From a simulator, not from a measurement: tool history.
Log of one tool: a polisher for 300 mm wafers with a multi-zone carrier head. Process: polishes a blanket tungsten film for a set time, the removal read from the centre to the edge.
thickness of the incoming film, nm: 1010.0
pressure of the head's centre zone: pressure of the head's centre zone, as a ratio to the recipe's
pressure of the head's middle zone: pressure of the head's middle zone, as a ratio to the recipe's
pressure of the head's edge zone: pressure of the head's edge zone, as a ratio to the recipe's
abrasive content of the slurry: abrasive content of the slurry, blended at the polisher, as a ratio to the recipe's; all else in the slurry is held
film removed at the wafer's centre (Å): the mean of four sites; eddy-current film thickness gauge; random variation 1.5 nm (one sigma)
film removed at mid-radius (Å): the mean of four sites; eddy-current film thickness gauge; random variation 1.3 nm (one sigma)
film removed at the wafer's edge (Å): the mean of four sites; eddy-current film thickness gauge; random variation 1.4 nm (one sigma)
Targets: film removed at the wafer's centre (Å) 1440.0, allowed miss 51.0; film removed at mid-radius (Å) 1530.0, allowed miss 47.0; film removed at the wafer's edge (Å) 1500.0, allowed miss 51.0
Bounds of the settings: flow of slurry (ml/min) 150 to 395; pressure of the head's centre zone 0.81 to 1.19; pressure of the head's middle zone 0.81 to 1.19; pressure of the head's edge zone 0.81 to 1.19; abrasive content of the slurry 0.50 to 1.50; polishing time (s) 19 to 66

run,hour,flow of slurry (ml/min),pressure of the head's centre zone,pressure of the head's middle zone,pressure of the head's edge zone,abrasive content of the slurry,polishing time (s),film removed at the wafer's centre (Å),film removed at mid-radius (Å),film removed at the wafer's edge (Å)
1,0.0,250,1.00,1.00,1.00,1.00,42,1961.5,1929.7,1965.3
2,5.8,250,1.00,1.00,1.00,0.80,42,1806.9,1767.5,1834.7
3,6.4,250,1.00,1.00,1.00,0.95,42,1928.3,1928.4,1963.3
4,10.9,250,0.95,1.00,1.00,0.95,42,1833.1,1859.5,1928.0
5,15.6,250,0.95,1.04,1.00,0.95,42,1837.0,1976.7,1943.4
6,21.0,250,0.89,1.04,1.00,0.95,42,1754.2,1969.7,1958.5
7,23.3,250,0.89,1.03,0.96,0.85,42,1712.0,1886.7,1854.2
8,31.0,245,0.88,1.02,0.93,0.75,42,1688.2,1782.0,1762.1
9,38.4,240,0.87,1.02,0.92,0.70,41,1542.7,1707.7,1671.4
10,45.6,230,0.87,1.01,0.90,0.70,41,1580.2,1709.6,1677.2
11,51.1,230,0.87,1.01,0.89,0.65,41,1550.3,1655.5,1602.8
12,56.9,225,0.86,1.00,0.88,0.65,41,1505.8,1626.5,1595.0
13,62.2,215,0.86,0.99,0.87,0.65,41,1500.0,1633.7,1588.0
14,70.0,215,0.86,0.99,0.87,0.65,41,1471.2,1625.3,1597.3
15,75.4,215,0.87,0.98,0.86,0.65,41,1489.1,1622.4,1570.6

5 next moves are on the table. One of them brings every result within its allowed miss. Which?
A,80.8,155,0.84,0.95,0.81,0.70,40,?,?,?
B,80.8,210,0.82,0.92,0.91,0.60,42,?,?,?
C,80.8,285,0.83,0.86,0.98,0.60,40,?,?,?
D,80.8,240,0.81,0.91,0.92,0.55,43,?,?,?
E,80.8,235,0.91,0.90,0.98,0.50,44,?,?,?

move,film removed at the wafer's centre (Å),film removed at mid-radius (Å),film removed at the wafer's edge (Å)
A,1423.5,1502.5,1477.6
B,1456.2,1517.7,1600.5
C,1439.6,1409.1,1611.6
D,1461.9,1520.8,1621.0
E,1568.0,1496.9,1659.5
A: meets every target
B: brings the result that was furthest off to its target, and leaves another outside
C: takes the result that was furthest off past its target
D: brings the result that was furthest off to its target, and leaves another outside
E: brings the result that was furthest off to its target, and leaves another outside
Answer: A
